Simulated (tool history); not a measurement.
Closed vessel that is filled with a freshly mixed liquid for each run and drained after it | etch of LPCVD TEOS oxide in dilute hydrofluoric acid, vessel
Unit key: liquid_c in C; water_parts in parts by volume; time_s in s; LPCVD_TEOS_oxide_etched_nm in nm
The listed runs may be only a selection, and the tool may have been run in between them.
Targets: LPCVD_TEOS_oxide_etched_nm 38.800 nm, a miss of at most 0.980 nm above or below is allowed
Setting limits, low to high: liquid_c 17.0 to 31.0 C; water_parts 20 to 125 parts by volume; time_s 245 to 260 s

Run 1, day 0.000: liquid_c 23.0 C, water_parts 70 parts by volume, time_s 245 s. Result: LPCVD_TEOS_oxide_etched_nm 62.392 nm.
Run 2, day 0.146: liquid_c 21.5 C, water_parts 70 parts by volume, time_s 245 s. Result: LPCVD_TEOS_oxide_etched_nm 59.976 nm.
Run 3, day 0.375: liquid_c 21.5 C, water_parts 70 parts by volume, time_s 245 s. Result: LPCVD_TEOS_oxide_etched_nm 58.230 nm.
Run 4, day 0.429: liquid_c 20.0 C, water_parts 75 parts by volume, time_s 245 s. Result: LPCVD_TEOS_oxide_etched_nm 51.504 nm.
At day 0.592: thermometer replaced.
Run 5, day 0.592: liquid_c 23.0 C, water_parts 75 parts by volume, time_s 245 s. Result: LPCVD_TEOS_oxide_etched_nm 53.543 nm.
Run 6, day 0.946: liquid_c 22.0 C, water_parts 80 parts by volume, time_s 245 s. Result: LPCVD_TEOS_oxide_etched_nm 48.207 nm.
Run 7, day 1.175: liquid_c 20.5 C, water_parts 80 parts by volume, time_s 245 s. Result: LPCVD_TEOS_oxide_etched_nm 45.033 nm.
Run 8, day 1.475: liquid_c 19.5 C, water_parts 80 parts by volume, time_s 245 s. Result: LPCVD_TEOS_oxide_etched_nm 43.044 nm.
Run 9, day 1.817: liquid_c 19.0 C, water_parts 80 parts by volume, time_s 245 s. Result: LPCVD_TEOS_oxide_etched_nm 42.059 nm.
Run 10, day 1.917: liquid_c 18.5 C, water_parts 80 parts by volume, time_s 245 s. Result: LPCVD_TEOS_oxide_etched_nm 40.710 nm.
Run 11, day 1.996: liquid_c 18.0 C, water_parts 80 parts by volume, time_s 245 s. Result: LPCVD_TEOS_oxide_etched_nm 40.197 nm.

Exactly one of the 5 candidate moves below puts every result within its allowed miss. Which one?
Run A, day 2.075: liquid_c 18.5 C, water_parts 80 parts by volume, time_s 245 s. Result: LPCVD_TEOS_oxide_etched_nm ?.
Run B, day 2.075: liquid_c 17.0 C, water_parts 75 parts by volume, time_s 250 s. Result: LPCVD_TEOS_oxide_etched_nm ?.
Run C, day 2.075: liquid_c 17.0 C, water_parts 80 parts by volume, time_s 260 s. Result: LPCVD_TEOS_oxide_etched_nm ?.
Run D, day 2.075: liquid_c 17.0 C, water_parts 80 parts by volume, time_s 245 s. Result: LPCVD_TEOS_oxide_etched_nm ?.
Run E, day 2.075: liquid_c 17.0 C, water_parts 75 parts by volume, time_s 245 s. Result: LPCVD_TEOS_oxide_etched_nm ?.

move  LPCVD_TEOS_oxide_etched_nm
   A                      41.221
   B                      42.328
   C                      41.048
   D                      38.680
   E                      41.481
A: lands further from the targets than the last run did
B: lands further from the targets than the last run did
C: lands further from the targets than the last run did
D: all results land within tolerance of their targets
E: lands further from the targets than the last run did
The right move is D.
